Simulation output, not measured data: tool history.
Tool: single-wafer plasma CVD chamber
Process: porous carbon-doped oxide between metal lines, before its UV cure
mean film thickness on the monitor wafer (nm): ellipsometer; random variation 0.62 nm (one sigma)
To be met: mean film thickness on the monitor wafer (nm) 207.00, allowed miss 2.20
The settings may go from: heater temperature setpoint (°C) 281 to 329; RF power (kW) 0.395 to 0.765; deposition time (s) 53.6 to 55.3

run  hour  heater temperature setpoint (°C)  RF power (kW)  deposition time (s)  mean film thickness on the monitor wafer (nm)
  1   0.0                               305          0.580                 53.6                                         309.61
  2   6.2                               311          0.535                 53.6                                         274.38
  3   7.9                               315          0.515                 53.6                                         257.49
  4  11.3                               318          0.500                 53.6                                         244.83
  5  13.2                               318          0.500                 53.6                                         244.57
     14.2  -- thermocouple changed; heater temperature recalibrated
  6  14.2                               321          0.490                 53.6                                         229.17
  7  20.9                               323          0.490                 53.6                                         227.84
  8  27.8                               324          0.485                 53.6                                         223.85
  9  31.2                               325          0.480                 53.6                                         219.50
 10  37.8                               326          0.475                 53.6                                         214.64
 11  42.0                               327          0.475                 53.6                                         213.94
 12  48.9                               328          0.470                 53.6                                         211.01

Which of these 4 next moves meets every target?
  A  55.8                               309          0.430                 55.3                                              ?
  B  55.8                               324          0.450                 53.6                                              ?
  C  55.8                               321          0.445                 55.0                                              ?
  D  55.8                               317          0.430                 54.8                                              ?

move  mean film thickness on the monitor wafer (nm)
   A                                         213.87
   B                                         202.73
   C                                         208.20
   D                                         202.14
A: further off than the last run
B: takes the result that was furthest off past its target
C: meets every target
D: takes the result that was furthest off past its target
Answer: C

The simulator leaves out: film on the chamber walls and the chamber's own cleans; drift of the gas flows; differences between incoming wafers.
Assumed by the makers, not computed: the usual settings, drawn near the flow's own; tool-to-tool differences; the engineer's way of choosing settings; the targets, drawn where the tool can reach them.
